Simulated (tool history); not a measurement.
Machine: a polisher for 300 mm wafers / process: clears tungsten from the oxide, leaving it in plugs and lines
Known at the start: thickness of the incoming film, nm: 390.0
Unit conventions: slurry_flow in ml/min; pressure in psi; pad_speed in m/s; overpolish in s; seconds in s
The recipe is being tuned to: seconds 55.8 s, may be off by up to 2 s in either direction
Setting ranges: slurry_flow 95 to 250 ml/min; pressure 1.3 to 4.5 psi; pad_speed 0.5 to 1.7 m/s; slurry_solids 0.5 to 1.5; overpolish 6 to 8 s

run 1 hour=0 | slurry_flow=160 pressure=2.9 pad_speed=1.1 slurry_solids=1 overpolish=8 | seconds=76.581
run 2 hour=8.1 | slurry_flow=160 pressure=2.9 pad_speed=1.1 slurry_solids=1.15 overpolish=8 | seconds=73.306
run 3 hour=8.7 | slurry_flow=160 pressure=2.9 pad_speed=0.84 slurry_solids=1.15 overpolish=8 | seconds=97.881
run 4 hour=14.9 | slurry_flow=200 pressure=2.9 pad_speed=0.84 slurry_solids=1.15 overpolish=8 | seconds=94.053
run 5 hour=17.7 | slurry_flow=200 pressure=3 pad_speed=0.84 slurry_solids=1.15 overpolish=8 | seconds=92.692
run 6 hour=19 | slurry_flow=200 pressure=3.1 pad_speed=0.84 slurry_solids=1.15 overpolish=8 | seconds=87.784
run 7 hour=25.6 | slurry_flow=210 pressure=3.9 pad_speed=0.86 slurry_solids=1.15 overpolish=8 | seconds=68.635
run 8 hour=29.6 | slurry_flow=210 pressure=4 pad_speed=0.86 slurry_solids=1.15 overpolish=8 | seconds=65.912
run 9 hour=33.3 | slurry_flow=210 pressure=4.1 pad_speed=0.86 slurry_solids=1.15 overpolish=8 | seconds=67.021
run 10 hour=39.5 | slurry_flow=215 pressure=4.3 pad_speed=0.9 slurry_solids=1.15 overpolish=8 | seconds=59.261
run 11 hour=46.3 | slurry_flow=215 pressure=4.4 pad_speed=0.9 slurry_solids=1.15 overpolish=8 | seconds=58.851

Next run, 4 choices. One meets every target within its allowed miss, the rest don't. Which?
run A hour=53.1 | slurry_flow=205 pressure=4.5 pad_speed=0.92 slurry_solids=1.15 overpolish=7 | seconds=?
run B hour=53.1 | slurry_flow=185 pressure=4.2 pad_speed=0.88 slurry_solids=1.05 overpolish=8 | seconds=?
run C hour=53.1 | slurry_flow=195 pressure=4.5 pad_speed=0.86 slurry_solids=1.1 overpolish=6 | seconds=?
run D hour=53.1 | slurry_flow=215 pressure=3.7 pad_speed=0.98 slurry_solids=1.15 overpolish=6 | seconds=?

move=A seconds=56.816
move=B seconds=65.192
move=C seconds=61.437
move=D seconds=64.454
A: meets every target
B: the biggest miss grows against the last run
C: the biggest miss grows against the last run
D: the biggest miss grows against the last run
Answer: A
